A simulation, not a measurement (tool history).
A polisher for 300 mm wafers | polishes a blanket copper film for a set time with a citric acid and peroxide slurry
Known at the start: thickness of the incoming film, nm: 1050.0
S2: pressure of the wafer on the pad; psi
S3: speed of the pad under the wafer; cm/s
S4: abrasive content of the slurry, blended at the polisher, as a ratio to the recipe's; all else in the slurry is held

Run 1, hour 0.0: flow of slurry (ml/min) 175, S2 3.0 psi, S3 98 cm/s, S4 1.0, polishing time (s) 43. Result: film removed (angstrom) 733.82.
Run 2, hour 1.1: flow of slurry (ml/min) 175, S2 3.0 psi, S3 98 cm/s, S4 1.0, polishing time (s) 43. Result: film removed (angstrom) 743.98.
Run 3, hour 3.1: flow of slurry (ml/min) 175, S2 3.0 psi, S3 98 cm/s, S4 1.0, polishing time (s) 39. Result: film removed (angstrom) 663.17.
Run 4, hour 7.5: flow of slurry (ml/min) 175, S2 3.0 psi, S3 98 cm/s, S4 1.0, polishing time (s) 39. Result: film removed (angstrom) 669.92.
Run 5, hour 15.7: flow of slurry (ml/min) 175, S2 3.0 psi, S3 98 cm/s, S4 1.0, polishing time (s) 43. Result: film removed (angstrom) 730.35.
Run 6, hour 20.3: flow of slurry (ml/min) 175, S2 3.0 psi, S3 98 cm/s, S4 1.0, polishing time (s) 43. Result: film removed (angstrom) 720.20.
Run 7, hour 21.6: flow of slurry (ml/min) 175, S2 3.0 psi, S3 98 cm/s, S4 1.0, polishing time (s) 43. Result: film removed (angstrom) 738.52.
Run 8, hour 26.3: flow of slurry (ml/min) 175, S2 2.6 psi, S3 90 cm/s, S4 1.0, polishing time (s) 43. Result: film removed (angstrom) 585.99.

The next listed run, before its measurement:
Run 9, hour 29.2: flow of slurry (ml/min) 175, S2 2.3 psi, S3 84 cm/s, S4 1.0, polishing time (s) 43. Result: film removed (angstrom) ?.

film removed (angstrom): 502.26

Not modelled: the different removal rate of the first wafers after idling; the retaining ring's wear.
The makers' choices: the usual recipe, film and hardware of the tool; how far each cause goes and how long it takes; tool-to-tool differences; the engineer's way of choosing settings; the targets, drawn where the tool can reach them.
